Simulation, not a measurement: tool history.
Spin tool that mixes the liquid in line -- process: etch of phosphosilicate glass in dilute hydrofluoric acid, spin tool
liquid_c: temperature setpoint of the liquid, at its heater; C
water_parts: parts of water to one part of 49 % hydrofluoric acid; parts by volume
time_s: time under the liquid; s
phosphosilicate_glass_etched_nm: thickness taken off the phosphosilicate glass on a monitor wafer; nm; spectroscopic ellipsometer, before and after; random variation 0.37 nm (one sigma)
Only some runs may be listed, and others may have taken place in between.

run  hour  liquid_c  water_parts  time_s  phosphosilicate_glass_etched_nm
  1   0.0      24.0          235      50                           23.419
  2   1.7      21.5          235      50                           21.516
  3   5.0      18.5          235      50                           19.195
  4  11.1      18.5          235      55                           21.161
  5  12.1      18.5          235      50                           19.177
  6  20.2      18.5          295      50                           14.448
  7  28.7      20.5          255      50                           18.822

Run 8 is up next; what results do you expect?
  8  32.9      22.5          220      50                                ?

For run 8 the tool returned phosphosilicate_glass_etched_nm 24.466 nm.
